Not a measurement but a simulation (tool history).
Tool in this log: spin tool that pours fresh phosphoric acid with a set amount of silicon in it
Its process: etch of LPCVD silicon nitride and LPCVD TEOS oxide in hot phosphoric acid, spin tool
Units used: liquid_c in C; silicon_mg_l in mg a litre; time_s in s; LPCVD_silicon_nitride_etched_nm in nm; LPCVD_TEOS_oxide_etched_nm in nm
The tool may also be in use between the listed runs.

run,day,liquid_c,silicon_mg_l,time_s,LPCVD_silicon_nitride_etched_nm,LPCVD_TEOS_oxide_etched_nm
1,0,160,15.5,180,16.95,0.26346
2,0.325,160,15.5,150,14.103,0.25319
3,0.567,160,19.5,150,14.019,0.20775
4,0.817,158.5,19.5,150,13.379,0.19416
5,0.858,157,19.5,150,12.58,0.14971
6,0.904,157,28,150,12.651,0.12043
7,0.925,157.5,18,60,5.1882,0.075964
8,1.217,158.5,15.5,60,5.3754,0.089855

Run 9 is up next; what results do you expect?
9,1.5,158.5,15.5,60,?,?

Run 9 measured LPCVD_silicon_nitride_etched_nm 5.3478 nm, LPCVD_TEOS_oxide_etched_nm 0.094379 nm.

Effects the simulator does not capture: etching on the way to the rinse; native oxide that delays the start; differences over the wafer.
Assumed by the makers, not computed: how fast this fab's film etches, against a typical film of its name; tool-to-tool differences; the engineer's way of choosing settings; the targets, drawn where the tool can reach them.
